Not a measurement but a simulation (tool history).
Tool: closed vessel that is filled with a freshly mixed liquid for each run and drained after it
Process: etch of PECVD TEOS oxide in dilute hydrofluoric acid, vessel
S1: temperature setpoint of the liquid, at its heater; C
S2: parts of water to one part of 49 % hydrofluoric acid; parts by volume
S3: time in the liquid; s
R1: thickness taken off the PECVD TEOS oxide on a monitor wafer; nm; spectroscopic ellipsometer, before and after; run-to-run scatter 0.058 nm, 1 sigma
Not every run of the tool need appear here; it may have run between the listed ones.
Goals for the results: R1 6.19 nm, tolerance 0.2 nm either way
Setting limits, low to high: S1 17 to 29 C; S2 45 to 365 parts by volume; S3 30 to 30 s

run	day	S1	S2	S3	R1
1	0	21	205	30	3.6256
2	0.112	21	205	30	3.6222
3	0.329	21	135	30	5.9166
4	0.658	21	85	30	10.02
5	0.879	21	120	30	6.8245
6	0.921	21	60	30	14.894
7	1.05	20	80	30	10.286
8	1.262	19	90	30	8.7103
9	1.383	18.5	95	30	8.053
10	1.504	17	135	30	5.0271
# day 1.646: thermometer replaced
11	1.646	20.5	135	30	5.4667
12	1.988	21.5	135	30	5.6751

Which of these 5 next moves meets every target?
A	2.329	17.5	115	30	?
B	2.329	18.5	125	30	?
C	2.329	22.5	140	30	?
D	2.329	20	130	30	?
E	2.329	21	125	30	?

move	R1
A	5.932
B	5.6291
C	5.8043
D	5.7226
E	6.2292
A: closer than the last run, but not yet in spec
B: the biggest miss grows against the last run
C: closer than the last run, but not yet in spec
D: closer than the last run, but not yet in spec
E: every result within its allowed miss
Go with E: it meets all targets.
